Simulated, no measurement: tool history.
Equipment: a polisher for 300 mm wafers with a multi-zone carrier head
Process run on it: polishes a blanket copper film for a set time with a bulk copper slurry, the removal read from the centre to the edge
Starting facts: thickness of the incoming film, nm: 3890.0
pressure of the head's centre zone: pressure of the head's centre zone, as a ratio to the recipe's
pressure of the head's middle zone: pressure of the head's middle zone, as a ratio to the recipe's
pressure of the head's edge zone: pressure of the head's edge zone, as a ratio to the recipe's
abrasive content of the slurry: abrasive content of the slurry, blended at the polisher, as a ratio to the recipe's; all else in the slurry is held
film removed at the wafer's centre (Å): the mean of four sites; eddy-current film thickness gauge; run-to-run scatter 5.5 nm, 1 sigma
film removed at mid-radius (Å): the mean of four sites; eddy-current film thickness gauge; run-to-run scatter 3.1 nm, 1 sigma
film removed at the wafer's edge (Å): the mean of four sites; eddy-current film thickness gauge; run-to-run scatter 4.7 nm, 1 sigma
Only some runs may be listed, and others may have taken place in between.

run	hour	flow of slurry (ml/min)	pressure of the head's centre zone	pressure of the head's middle zone	pressure of the head's edge zone	abrasive content of the slurry	polishing time (s)	film removed at the wafer's centre (Å)	film removed at mid-radius (Å)	film removed at the wafer's edge (Å)
1	0	240	1	1	1	1	36	2641.6	2594.6	2565.1
2	1.7	245	1.01	1.01	1.01	1.05	37	2778	2730	2690.4
3	2.9	250	1.02	1.02	1.02	1.1	38	2942.1	2827.4	2757.9
4	5.3	250	1.01	1.03	1.03	1.15	39	3014.1	3000.4	2930.7
5	12.1	250	1.01	1.04	1.04	1.2	39	3040	2984	2993.8
6	14.6	250	1.01	1.04	1.04	1.2	42	3238	3223.9	3167
7	20.4	255	1.01	1.05	1.05	1.25	42	3347.2	3326.1	3219.2

The next listed run, before its measurement:
8	27.1	255	1.01	1.06	1.06	1.3	42	?	?	?

Run 8 measured film removed at the wafer's centre (Å) 3323.7, film removed at mid-radius (Å) 3381.2, film removed at the wafer's edge (Å) 3231.9.
